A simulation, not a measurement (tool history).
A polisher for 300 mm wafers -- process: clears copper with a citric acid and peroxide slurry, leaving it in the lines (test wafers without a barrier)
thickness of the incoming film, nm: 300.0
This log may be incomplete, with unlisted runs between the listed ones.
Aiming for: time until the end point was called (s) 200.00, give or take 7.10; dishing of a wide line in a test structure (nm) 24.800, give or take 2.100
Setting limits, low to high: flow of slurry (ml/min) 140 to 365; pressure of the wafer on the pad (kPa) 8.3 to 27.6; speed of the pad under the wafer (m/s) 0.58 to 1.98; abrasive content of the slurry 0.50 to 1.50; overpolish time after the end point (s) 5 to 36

run	hour	flow of slurry (ml/min)	pressure of the wafer on the pad (kPa)	speed of the pad under the wafer (m/s)	abrasive content of the slurry	overpolish time after the end point (s)	time until the end point was called (s)	dishing of a wide line in a test structure (nm)
1	0.0	235	17.9	1.28	1.00	18	137.76	21.908
2	6.9	235	17.9	1.28	0.85	18	143.81	21.882
3	7.9	230	16.5	1.28	0.85	20	153.08	22.435
4	10.5	230	15.2	1.28	0.85	22	170.19	23.441
5	13.3	230	17.9	1.28	0.85	22	144.47	26.200
6	17.8	230	17.9	1.56	0.85	22	125.04	28.919
7	19.0	225	13.1	1.52	0.85	28	171.64	27.693
8	21.6	225	12.4	1.52	0.85	28	177.41	25.520
9	25.0	225	11.7	1.52	0.85	29	186.22	25.831

Exercise: of the 4 proposed moves below, exactly one satisfies all targets within the stated allowed misses. Which move is it?
A	28.4	255	8.3	1.94	1.05	32	?	?
B	28.4	145	13.1	1.70	0.80	27	?	?
C	28.4	210	13.8	1.46	0.85	27	?	?
D	28.4	250	11.7	1.84	0.75	22	?	?

move	time until the end point was called (s)	dishing of a wide line in a test structure (nm)
A	204.38	25.088
B	171.32	26.039
C	171.08	26.162
D	165.45	22.997
A: all results land within tolerance of their targets
B: further off than the last run
C: further off than the last run
D: further off than the last run
Move A is the one to make.

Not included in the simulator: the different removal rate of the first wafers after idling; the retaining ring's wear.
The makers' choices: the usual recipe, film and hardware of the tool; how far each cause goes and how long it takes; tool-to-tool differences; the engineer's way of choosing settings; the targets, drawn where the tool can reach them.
